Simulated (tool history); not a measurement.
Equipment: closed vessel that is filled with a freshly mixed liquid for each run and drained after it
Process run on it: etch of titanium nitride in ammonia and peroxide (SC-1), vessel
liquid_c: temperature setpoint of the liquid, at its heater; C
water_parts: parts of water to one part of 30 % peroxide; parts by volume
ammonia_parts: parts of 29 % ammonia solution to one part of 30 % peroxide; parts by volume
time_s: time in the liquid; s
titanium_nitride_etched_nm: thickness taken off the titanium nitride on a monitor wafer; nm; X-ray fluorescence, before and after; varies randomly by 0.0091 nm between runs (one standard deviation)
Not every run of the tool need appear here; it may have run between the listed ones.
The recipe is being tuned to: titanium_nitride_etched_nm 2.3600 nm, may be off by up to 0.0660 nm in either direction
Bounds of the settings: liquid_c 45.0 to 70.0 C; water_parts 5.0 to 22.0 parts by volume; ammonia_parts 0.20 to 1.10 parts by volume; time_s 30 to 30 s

Run 1, day 0.000: liquid_c 61.0 C, water_parts 12.5 parts by volume, ammonia_parts 0.60 parts by volume, time_s 30 s. Result: titanium_nitride_etched_nm 5.6790 nm.
Run 2, day 0.079: liquid_c 61.0 C, water_parts 12.5 parts by volume, ammonia_parts 0.70 parts by volume, time_s 30 s. Result: titanium_nitride_etched_nm 5.7851 nm.
Run 3, day 0.429: liquid_c 57.5 C, water_parts 12.5 parts by volume, ammonia_parts 0.70 parts by volume, time_s 30 s. Result: titanium_nitride_etched_nm 4.6275 nm.
Run 4, day 0.688: liquid_c 54.5 C, water_parts 12.5 parts by volume, ammonia_parts 0.70 parts by volume, time_s 30 s. Result: titanium_nitride_etched_nm 3.7675 nm.
Run 5, day 1.021: liquid_c 54.5 C, water_parts 12.5 parts by volume, ammonia_parts 0.70 parts by volume, time_s 30 s. Result: titanium_nitride_etched_nm 3.7776 nm.
Run 6, day 1.275: liquid_c 52.5 C, water_parts 12.5 parts by volume, ammonia_parts 0.70 parts by volume, time_s 30 s. Result: titanium_nitride_etched_nm 3.3045 nm.
Run 7, day 1.517: liquid_c 51.0 C, water_parts 12.5 parts by volume, ammonia_parts 0.70 parts by volume, time_s 30 s. Result: titanium_nitride_etched_nm 2.9616 nm.
Run 8, day 1.571: liquid_c 50.0 C, water_parts 12.5 parts by volume, ammonia_parts 0.70 parts by volume, time_s 30 s. Result: titanium_nitride_etched_nm 2.7720 nm.
Run 9, day 1.883: liquid_c 49.5 C, water_parts 12.5 parts by volume, ammonia_parts 0.70 parts by volume, time_s 30 s. Result: titanium_nitride_etched_nm 2.6647 nm.
Run 10, day 1.929: liquid_c 49.0 C, water_parts 12.5 parts by volume, ammonia_parts 0.70 parts by volume, time_s 30 s. Result: titanium_nitride_etched_nm 2.5882 nm.
Run 11, day 2.100: liquid_c 48.5 C, water_parts 12.5 parts by volume, ammonia_parts 0.70 parts by volume, time_s 30 s. Result: titanium_nitride_etched_nm 2.4857 nm.

Of the 4 settings listed for the next run, only one would bring every result within its allowed miss of target. Which one?
Run A, day 2.271: liquid_c 48.0 C, water_parts 14.0 parts by volume, ammonia_parts 0.60 parts by volume, time_s 30 s. Result: titanium_nitride_etched_nm ?.
Run B, day 2.271: liquid_c 48.0 C, water_parts 12.0 parts by volume, ammonia_parts 0.95 parts by volume, time_s 30 s. Result: titanium_nitride_etched_nm ?.
Run C, day 2.271: liquid_c 48.5 C, water_parts 12.0 parts by volume, ammonia_parts 0.45 parts by volume, time_s 30 s. Result: titanium_nitride_etched_nm ?.
Run D, day 2.271: liquid_c 49.5 C, water_parts 13.0 parts by volume, ammonia_parts 0.85 parts by volume, time_s 30 s. Result: titanium_nitride_etched_nm ?.

move  titanium_nitride_etched_nm
   A                      2.2073
   B                      2.5876
   C                      2.3594
   D                      2.7083
A: takes the result that was furthest off past its target
B: misses by more than the last run did
C: all results in spec
D: misses by more than the last run did
Move C is the one to make.
